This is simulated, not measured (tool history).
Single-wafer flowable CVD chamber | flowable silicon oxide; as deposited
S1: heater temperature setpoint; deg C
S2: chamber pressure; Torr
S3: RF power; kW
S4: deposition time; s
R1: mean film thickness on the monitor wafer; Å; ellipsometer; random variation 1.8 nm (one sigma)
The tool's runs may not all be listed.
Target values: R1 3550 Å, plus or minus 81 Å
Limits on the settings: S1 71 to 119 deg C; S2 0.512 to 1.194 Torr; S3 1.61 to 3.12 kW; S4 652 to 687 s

run  hour   S1     S2     S3   S4      R1
  1     0   95  0.853  2.365  687  6163.2
  2   0.6   98  0.852  2.365  687  5606.7
  3   5.8   98  0.852  2.685  687  5670.1
  4   7.6  101  0.851  2.685  687  5120.6
  5  15.3  101  0.851  2.685  652  4895.4
  6  23.4  103  0.851  2.685  652  4550.9
  7  29.8  104  0.851  2.685  652  4386.3
  8  30.3  112  0.849  2.685  652  3410.8

Which single option among these 5 for the next run brings every result within its allowed miss of target? Just one does.
  A  30.8  118  0.963   2.47  652   ?
  B  30.8  110  0.718  2.755  662   ?
  C  30.8  113  0.823  2.825  672   ?
  D  30.8  111  0.797  2.745  687   ?
  E  30.8  115  0.845  2.475  676   ?

move      R1
   A  3197.3
   B  3166.6
   C    3353
   D  3521.4
   E  3201.3
A: its largest miss is bigger than the last run's
B: its largest miss is bigger than the last run's
C: its largest miss is bigger than the last run's
D: every result lands within tolerance
E: its largest miss is bigger than the last run's
Move D is the one to make.

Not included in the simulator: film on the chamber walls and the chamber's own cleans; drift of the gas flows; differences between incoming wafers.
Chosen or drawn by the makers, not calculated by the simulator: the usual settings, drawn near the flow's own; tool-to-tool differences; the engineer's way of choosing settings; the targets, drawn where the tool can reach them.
